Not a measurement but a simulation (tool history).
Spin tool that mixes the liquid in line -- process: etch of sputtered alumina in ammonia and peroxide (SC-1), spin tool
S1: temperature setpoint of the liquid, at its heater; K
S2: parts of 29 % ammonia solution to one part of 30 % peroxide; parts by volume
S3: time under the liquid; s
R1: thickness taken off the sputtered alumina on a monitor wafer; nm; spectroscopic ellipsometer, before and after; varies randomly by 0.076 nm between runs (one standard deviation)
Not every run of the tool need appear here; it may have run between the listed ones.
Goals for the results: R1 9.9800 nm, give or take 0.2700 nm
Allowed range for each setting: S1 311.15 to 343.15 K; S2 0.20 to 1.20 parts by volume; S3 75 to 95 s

Run 1, hour 0.0: S1 327.15 K, S2 0.75 parts by volume, S3 95 s. Result: R1 7.0903 nm.
Run 2, hour 1.6: S1 327.15 K, S2 0.90 parts by volume, S3 95 s. Result: R1 7.2416 nm.
Run 3, hour 5.5: S1 327.15 K, S2 1.10 parts by volume, S3 95 s. Result: R1 7.3933 nm.
Run 4, hour 12.7: S1 328.65 K, S2 1.10 parts by volume, S3 95 s. Result: R1 8.0268 nm.
Run 5, hour 15.2: S1 328.65 K, S2 1.10 parts by volume, S3 95 s. Result: R1 7.9079 nm.
Run 6, hour 15.9: S1 329.65 K, S2 1.10 parts by volume, S3 95 s. Result: R1 8.3327 nm.
Run 7, hour 24.0: S1 330.65 K, S2 1.10 parts by volume, S3 95 s. Result: R1 8.7441 nm.
Run 8, hour 27.7: S1 331.15 K, S2 1.10 parts by volume, S3 95 s. Result: R1 9.0622 nm.
Run 9, hour 36.0: S1 331.65 K, S2 1.10 parts by volume, S3 95 s. Result: R1 9.3355 nm.
Run 10, hour 43.0: S1 332.15 K, S2 1.10 parts by volume, S3 95 s. Result: R1 9.4927 nm.

Next run, 4 choices. One meets every target within its allowed miss, the rest don't. Which?
Run A, hour 50.0: S1 336.15 K, S2 1.20 parts by volume, S3 75 s. Result: R1 ?.
Run B, hour 50.0: S1 334.15 K, S2 0.95 parts by volume, S3 95 s. Result: R1 ?.
Run C, hour 50.0: S1 334.15 K, S2 1.00 parts by volume, S3 95 s. Result: R1 ?.
Run D, hour 50.0: S1 332.65 K, S2 1.20 parts by volume, S3 95 s. Result: R1 ?.

move       R1
   A   9.4750
   B  10.6190
   C  10.6710
   D  10.0610
A: just as far off the targets as the last run
B: takes the result that was furthest off past its target
C: takes the result that was furthest off past its target
D: hits every target within its allowed miss
Correct choice: D, which meets every target

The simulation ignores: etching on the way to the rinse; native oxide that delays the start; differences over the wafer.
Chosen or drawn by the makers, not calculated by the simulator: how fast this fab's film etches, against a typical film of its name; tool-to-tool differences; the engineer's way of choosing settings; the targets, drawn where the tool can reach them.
